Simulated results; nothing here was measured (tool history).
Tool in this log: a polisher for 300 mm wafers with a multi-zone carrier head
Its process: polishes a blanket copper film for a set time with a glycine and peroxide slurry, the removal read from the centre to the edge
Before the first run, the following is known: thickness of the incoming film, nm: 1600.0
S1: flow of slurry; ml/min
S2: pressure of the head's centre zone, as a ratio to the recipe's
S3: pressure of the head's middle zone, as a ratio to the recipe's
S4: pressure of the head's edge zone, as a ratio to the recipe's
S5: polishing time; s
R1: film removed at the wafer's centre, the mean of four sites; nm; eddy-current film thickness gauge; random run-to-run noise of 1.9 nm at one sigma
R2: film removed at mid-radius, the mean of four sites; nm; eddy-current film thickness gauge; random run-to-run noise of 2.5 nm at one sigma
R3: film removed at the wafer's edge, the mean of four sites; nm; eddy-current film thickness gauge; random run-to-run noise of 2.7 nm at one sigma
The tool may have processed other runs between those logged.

run	hour	S1	S2	S3	S4	S5	R1	R2	R3
1	0	155	1	1	1	60	218.3	225.73	224.97
2	6.8	155	1	1	0.96	60	219.04	225.67	220.64
3	14.1	155	1	1	0.96	68	247.46	254.71	247.81
4	23	155	1	1	0.96	54	196.22	201.21	195.52
5	28.1	175	1.05	1	0.98	55	214.92	211.38	203.32
6	32.8	175	1.05	1	0.94	55	215.76	207.95	199.54

Forecast run 7:
7	40.4	185	1.09	1	0.97	57	?	?	?

{"run 7": {"R1": 236.6, "R2": 222.68, "R3": 214.91}}

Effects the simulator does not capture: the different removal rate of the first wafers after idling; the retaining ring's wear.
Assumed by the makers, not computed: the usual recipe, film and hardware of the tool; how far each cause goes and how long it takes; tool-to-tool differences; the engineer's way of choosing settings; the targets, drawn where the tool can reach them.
